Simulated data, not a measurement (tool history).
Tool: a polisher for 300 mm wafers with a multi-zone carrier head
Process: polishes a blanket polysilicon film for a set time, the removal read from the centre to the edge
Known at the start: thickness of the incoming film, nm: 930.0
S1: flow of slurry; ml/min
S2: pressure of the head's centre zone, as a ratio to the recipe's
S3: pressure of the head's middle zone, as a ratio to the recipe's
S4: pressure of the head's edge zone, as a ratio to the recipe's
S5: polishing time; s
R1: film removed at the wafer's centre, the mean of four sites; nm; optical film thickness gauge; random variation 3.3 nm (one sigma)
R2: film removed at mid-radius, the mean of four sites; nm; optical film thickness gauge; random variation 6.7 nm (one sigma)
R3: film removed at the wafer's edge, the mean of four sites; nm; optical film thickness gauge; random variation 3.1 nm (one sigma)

Run 1, day 0: S1 250 ml/min, S2 1, S3 1, S4 1, S5 48 s. Result: R1 376.04 nm, R2 378.59 nm, R3 383.36 nm.
Run 2, day 0.067: S1 250 ml/min, S2 1, S3 1, S4 0.92, S5 48 s. Result: R1 371.41 nm, R2 365.74 nm, R3 369.74 nm.
Run 3, day 0.442: S1 250 ml/min, S2 1, S3 0.93, S4 0.92, S5 48 s. Result: R1 372.85 nm, R2 354.02 nm, R3 371.89 nm.
Run 4, day 0.475: S1 250 ml/min, S2 1, S3 0.9, S4 0.92, S5 48 s. Result: R1 371.25 nm, R2 355.81 nm, R3 374.98 nm.
Run 5, day 0.538: S1 250 ml/min, S2 1, S3 0.9, S4 0.92, S5 42 s. Result: R1 327.75 nm, R2 304.31 nm, R3 324.39 nm.
Run 6, day 0.896: S1 250 ml/min, S2 1, S3 0.87, S4 0.92, S5 42 s. Result: R1 329.71 nm, R2 289.31 nm, R3 326.22 nm.
Run 7, day 0.967: S1 255 ml/min, S2 0.97, S3 0.94, S4 0.97, S5 46 s. Result: R1 351.03 nm, R2 345.88 nm, R3 362.05 nm.
Run 8, day 1.038: S1 255 ml/min, S2 0.94, S3 0.98, S4 1.01, S5 49 s. Result: R1 353.12 nm, R2 387.29 nm, R3 393.93 nm.

The next listed run, before its measurement:
Run 9, day 1.108: S1 270 ml/min, S2 0.94, S3 1.01, S4 1.05, S5 50 s. Result: R1 ?, R2 ?, R3 ?.

Run 9 gave R1 365.12 nm, R2 392.81 nm, R3 407.16 nm.
